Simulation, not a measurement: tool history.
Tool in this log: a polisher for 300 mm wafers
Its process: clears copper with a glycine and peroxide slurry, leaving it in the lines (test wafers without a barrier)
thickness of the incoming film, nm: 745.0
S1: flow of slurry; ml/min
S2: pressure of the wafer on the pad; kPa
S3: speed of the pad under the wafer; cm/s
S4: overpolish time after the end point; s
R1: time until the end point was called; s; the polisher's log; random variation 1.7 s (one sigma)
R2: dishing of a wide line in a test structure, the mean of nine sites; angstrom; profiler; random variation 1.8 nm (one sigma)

run 1 hour=0.0 | S1=200 S2=22.8 S3=100 S4=20 | R1=123.60 R2=682.54
run 2 hour=4.3 | S1=200 S2=16.5 S3=100 S4=20 | R1=162.50 R2=568.61
run 3 hour=5.7 | S1=200 S2=16.5 S3=90 S4=20 | R1=174.20 R2=550.46
run 4 hour=7.7 | S1=200 S2=17.2 S3=90 S4=23 | R1=169.73 R2=607.99
run 5 hour=16.3 | S1=200 S2=17.9 S3=90 S4=26 | R1=160.48 R2=706.27
run 6 hour=23.3 | S1=200 S2=17.9 S3=90 S4=28 | R1=162.73 R2=728.33
run 7 hour=25.8 | S1=200 S2=17.9 S3=90 S4=30 | R1=163.21 R2=814.88

What will run 8 give?
run 8 hour=32.8 | S1=200 S2=18.6 S3=90 S4=31 | R1=? R2=?

{"run 8": {"R1": 155.62, "R2": 798.91}}
